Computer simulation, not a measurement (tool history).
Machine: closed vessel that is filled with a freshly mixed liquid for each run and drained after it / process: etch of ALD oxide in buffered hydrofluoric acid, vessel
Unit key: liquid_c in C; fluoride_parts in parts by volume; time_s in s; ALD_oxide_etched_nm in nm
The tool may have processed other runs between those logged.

run  hour  liquid_c  fluoride_parts  time_s  ALD_oxide_etched_nm
  1   0.0      21.0            20.0      95              109.400
  2   3.1      24.5            20.0      95              133.900
  3   5.9      22.0            20.0      95              115.470
  4  13.4      22.0            25.0      95              100.840
  5  17.4      20.5            26.5      95               89.584
  6  25.1      19.5            27.5      95               83.763

Estimate the outcome of run 7 from the log above:
  7  33.0      19.0            28.0      95                    ?

ALD_oxide_etched_nm: 78.402 nm

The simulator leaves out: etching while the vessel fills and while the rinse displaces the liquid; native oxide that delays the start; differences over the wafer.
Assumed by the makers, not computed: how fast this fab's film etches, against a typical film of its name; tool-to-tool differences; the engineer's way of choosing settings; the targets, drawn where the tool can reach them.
